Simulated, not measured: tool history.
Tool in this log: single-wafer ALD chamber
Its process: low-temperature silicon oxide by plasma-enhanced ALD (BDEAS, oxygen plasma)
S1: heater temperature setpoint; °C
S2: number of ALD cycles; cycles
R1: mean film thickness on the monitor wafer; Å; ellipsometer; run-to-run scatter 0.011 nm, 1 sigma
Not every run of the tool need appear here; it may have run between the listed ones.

run,hour,S1,S2,R1
1,0.0,110,39,52.108
2,6.0,115,39,51.889
3,8.7,115,43,57.156
4,15.9,116,38,50.451
5,16.6,116,43,57.076
6,19.5,116,48,63.850
7,20.7,120,41,53.712
8,24.0,124,35,45.538
9,24.8,125,33,42.727
10,29.1,126,32,41.669

Run 11 comes next. What will it give?
11,32.1,127,31,?

Run 11 came out at R1 40.277 Å.

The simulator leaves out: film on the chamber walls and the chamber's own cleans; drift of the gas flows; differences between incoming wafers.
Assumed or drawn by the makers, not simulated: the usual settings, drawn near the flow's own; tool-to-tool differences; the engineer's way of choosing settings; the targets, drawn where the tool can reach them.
